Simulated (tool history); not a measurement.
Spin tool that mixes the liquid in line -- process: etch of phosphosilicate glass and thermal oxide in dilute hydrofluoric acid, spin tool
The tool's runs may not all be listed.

| run | hour | temperature setpoint of the liquid (°C) | parts of water to one part of 49 % hydrofluoric acid (parts by volume) | time under the liquid (s) | thickness taken off the phosphosilicate glass on a monitor wafer (Å) | thickness taken off the thermal oxide on a monitor wafer (Å) |
|---|---|---|---|---|---|---|
| 1 | 0 | 20 | 70 | 30 | 359.58 | 18.381 |
| 2 | 4.2 | 20 | 70 | 40 | 481.96 | 24.21 |
| 3 | 4.7 | 23 | 70 | 40 | 541.64 | 27.652 |
| 4 | 12.2 | 22 | 75 | 40 | 482.76 | 24.256 |
| 5 | 18.5 | 21 | 80 | 40 | 433.21 | 22.112 |
| 6 | 20.5 | 20.5 | 85 | 40 | 395.31 | 19.925 |
| 7 | 22.9 | 20.5 | 85 | 40 | 401.67 | 19.602 |
| 8 | 27.2 | 20.5 | 90 | 40 | 373.55 | 18.921 |
| 9 | 29.9 | 20 | 95 | 40 | 342.78 | 17.765 |
| 10 | 34 | 19.5 | 95 | 40 | 336.31 | 17.095 |

Forecast run 11:
| 11 | 36.4 | 19 | 95 | 40 | ? | ? |

thickness taken off the phosphosilicate glass on a monitor wafer (Å): 331.51
thickness taken off the thermal oxide on a monitor wafer (Å): 16.818

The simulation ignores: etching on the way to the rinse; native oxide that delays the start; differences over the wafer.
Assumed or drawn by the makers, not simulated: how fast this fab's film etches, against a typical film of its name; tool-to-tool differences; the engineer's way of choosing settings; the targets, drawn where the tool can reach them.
